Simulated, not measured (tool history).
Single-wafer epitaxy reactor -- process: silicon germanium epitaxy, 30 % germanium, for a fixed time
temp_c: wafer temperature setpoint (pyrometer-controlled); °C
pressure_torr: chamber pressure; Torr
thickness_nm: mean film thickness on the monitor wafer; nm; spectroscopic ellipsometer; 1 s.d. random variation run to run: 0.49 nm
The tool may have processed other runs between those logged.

{"run": 1, "hour": 0.0, "temp_c": 605, "pressure_torr": 27.5, "thickness_nm": 74.663}
{"run": 2, "hour": 6.8, "temp_c": 600, "pressure_torr": 27.5, "thickness_nm": 67.739}
{"run": 3, "hour": 8.3, "temp_c": 602, "pressure_torr": 27.6, "thickness_nm": 70.53}
{"run": 4, "hour": 12.9, "temp_c": 602, "pressure_torr": 30, "thickness_nm": 73.594}
{"run": 5, "hour": 15.4, "temp_c": 602, "pressure_torr": 33.7, "thickness_nm": 77.592}
{"run": 6, "hour": 16.6, "temp_c": 603, "pressure_torr": 33.7, "thickness_nm": 78.533}
{"run": 7, "hour": 23.3, "temp_c": 603, "pressure_torr": 33.7, "thickness_nm": 78.929}

Run 8, settings as shown, results not yet in. Your forecast:
{"run": 8, "hour": 23.9, "temp_c": 604, "pressure_torr": 33.7, "thickness_nm": "?"}

thickness_nm: 80.666 nm

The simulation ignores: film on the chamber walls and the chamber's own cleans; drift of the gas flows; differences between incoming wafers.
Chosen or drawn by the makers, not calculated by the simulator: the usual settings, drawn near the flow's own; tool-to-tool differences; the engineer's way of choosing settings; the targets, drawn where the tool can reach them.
